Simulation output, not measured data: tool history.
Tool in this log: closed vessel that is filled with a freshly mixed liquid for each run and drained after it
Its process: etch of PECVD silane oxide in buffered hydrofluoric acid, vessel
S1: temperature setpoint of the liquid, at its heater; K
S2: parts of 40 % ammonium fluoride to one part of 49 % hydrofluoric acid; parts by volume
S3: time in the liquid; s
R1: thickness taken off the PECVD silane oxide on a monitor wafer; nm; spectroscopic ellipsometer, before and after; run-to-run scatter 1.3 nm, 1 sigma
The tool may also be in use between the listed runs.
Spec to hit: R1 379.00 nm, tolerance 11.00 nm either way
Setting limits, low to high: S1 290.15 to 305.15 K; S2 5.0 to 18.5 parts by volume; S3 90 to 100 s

{"run": 1, "hour": 0.0, "S1": 298.15, "S2": 11.5, "S3": 90, "R1": 314.28}
{"run": 2, "hour": 7.0, "S1": 298.15, "S2": 11.5, "S3": 90, "R1": 313.56}
{"run": 3, "hour": 12.5, "S1": 298.15, "S2": 14.5, "S3": 90, "R1": 250.94}
{"run": 4, "hour": 17.5, "S1": 299.15, "S2": 14.5, "S3": 90, "R1": 262.21}
{"run": 5, "hour": 26.2, "S1": 300.65, "S2": 14.5, "S3": 90, "R1": 287.9}
{"run": 6, "hour": 31.9, "S1": 299.15, "S2": 14.5, "S3": 90, "R1": 265.32}
{"run": 7, "hour": 34.0, "S1": 300.15, "S2": 14.5, "S3": 90, "R1": 279.06}
{"run": 8, "hour": 42.3, "S1": 301.15, "S2": 14.5, "S3": 90, "R1": 294.29}
{"run": 9, "hour": 44.7, "S1": 301.65, "S2": 14.5, "S3": 90, "R1": 302.45}
{"run": 10, "hour": 51.9, "S1": 302.15, "S2": 14.5, "S3": 90, "R1": 312.37}
{"hour": 56.2, "done": "hydrofluoric acid flow meter replaced"}
{"run": 11, "hour": 56.2, "S1": 302.15, "S2": 14.5, "S3": 90, "R1": 295.17}
{"run": 12, "hour": 63.3, "S1": 302.65, "S2": 14.0, "S3": 90, "R1": 313.25}
{"run": 13, "hour": 71.3, "S1": 302.65, "S2": 14.0, "S3": 90, "R1": 312.96}
{"run": 14, "hour": 79.9, "S1": 303.15, "S2": 13.5, "S3": 90, "R1": 331.52}
{"run": 15, "hour": 81.5, "S1": 303.65, "S2": 13.5, "S3": 90, "R1": 341.4}

Which of these 5 next moves meets every target?
{"run": "A", "hour": 83.1, "S1": 305.15, "S2": 14.0, "S3": 100, "R1": "?"}
{"run": "B", "hour": 83.1, "S1": 304.65, "S2": 13.0, "S3": 100, "R1": "?"}
{"run": "C", "hour": 83.1, "S1": 303.65, "S2": 13.0, "S3": 95, "R1": "?"}
{"run": "D", "hour": 83.1, "S1": 305.15, "S2": 12.5, "S3": 90, "R1": "?"}
{"run": "E", "hour": 83.1, "S1": 303.15, "S2": 12.0, "S3": 100, "R1": "?"}

move=A R1=395.80
move=B R1=414.63
move=C R1=373.86
move=D R1=397.93
move=E R1=414.52
A: carries the result that was furthest off beyond its target, to the other side
B: carries the result that was furthest off beyond its target, to the other side
C: all results in spec
D: carries the result that was furthest off beyond its target, to the other side
E: carries the result that was furthest off beyond its target, to the other side
C meets every target.
